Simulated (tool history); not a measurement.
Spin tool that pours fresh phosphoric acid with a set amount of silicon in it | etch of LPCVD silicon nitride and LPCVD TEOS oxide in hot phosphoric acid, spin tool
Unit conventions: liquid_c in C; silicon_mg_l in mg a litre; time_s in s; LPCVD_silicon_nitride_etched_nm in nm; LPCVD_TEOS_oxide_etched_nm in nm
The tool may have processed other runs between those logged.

run,hour,liquid_c,silicon_mg_l,time_s,LPCVD_silicon_nitride_etched_nm,LPCVD_TEOS_oxide_etched_nm
1,0.0,162.0,12.5,105,9.8062,0.25137
2,4.3,161.0,12.5,105,9.4307,0.20506
3,10.3,161.0,12.5,140,12.5440,0.31513
4,13.1,159.5,12.5,140,11.9750,0.34109
5,21.9,159.5,12.5,180,15.2670,0.24297
6,27.8,159.5,14.0,175,14.9190,0.32337
7,35.4,159.5,12.5,170,14.5080,0.38632
8,40.6,159.5,14.0,165,14.1730,0.19506
9,43.8,159.5,14.0,160,13.6400,0.26144
10,48.9,159.5,14.5,155,13.2460,0.29285
11,54.0,160.0,15.0,150,13.0820,0.23751
12,60.8,160.0,15.5,150,12.9110,0.17729
13,64.7,159.5,15.5,150,12.7170,0.28843
14,66.5,159.5,16.5,145,12.3090,0.23139
15,71.0,159.5,17.5,145,12.3940,0.24859
16,78.8,159.5,18.5,145,12.4500,0.18609
17,84.9,159.5,19.0,145,12.3410,0.21646
18,85.5,159.5,20.0,145,12.3660,0.19605
19,92.2,159.5,20.0,145,12.3720,0.19134

What will run 20 give?
20,97.5,159.5,20.5,145,?,?

Run 20 measured LPCVD_silicon_nitride_etched_nm 12.4320 nm, LPCVD_TEOS_oxide_etched_nm 0.21375 nm.
